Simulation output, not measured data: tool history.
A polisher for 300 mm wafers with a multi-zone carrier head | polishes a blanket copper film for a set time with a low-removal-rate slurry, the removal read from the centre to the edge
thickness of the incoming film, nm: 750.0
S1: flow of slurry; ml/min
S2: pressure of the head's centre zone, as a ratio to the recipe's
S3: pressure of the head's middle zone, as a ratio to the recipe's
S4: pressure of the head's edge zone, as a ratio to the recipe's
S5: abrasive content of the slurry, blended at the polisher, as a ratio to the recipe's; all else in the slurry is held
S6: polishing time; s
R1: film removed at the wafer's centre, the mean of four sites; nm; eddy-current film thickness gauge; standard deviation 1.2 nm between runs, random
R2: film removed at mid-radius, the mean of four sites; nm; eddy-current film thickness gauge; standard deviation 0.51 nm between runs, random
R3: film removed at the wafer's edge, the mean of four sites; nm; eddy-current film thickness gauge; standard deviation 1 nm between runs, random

run	hour	S1	S2	S3	S4	S5	S6	R1	R2	R3
1	0.0	255	1.00	1.00	1.00	1.00	53	122.12	115.34	117.74
2	3.8	280	1.00	1.00	1.00	1.00	53	124.39	117.00	116.69
3	5.7	280	1.00	1.00	1.08	1.00	53	124.77	117.47	125.86
4	11.0	280	1.00	1.00	1.08	1.15	53	132.04	119.18	125.67
5	17.6	290	1.00	0.99	1.05	1.10	50	120.43	112.12	115.14
6	21.4	290	1.00	1.05	1.05	1.10	50	120.91	117.39	115.93

For run 7, what comes out?
7	28.9	295	1.00	1.03	1.02	1.05	48	?	?	?

Run 7 measured R1 117.13 nm, R2 110.21 nm, R3 108.69 nm.
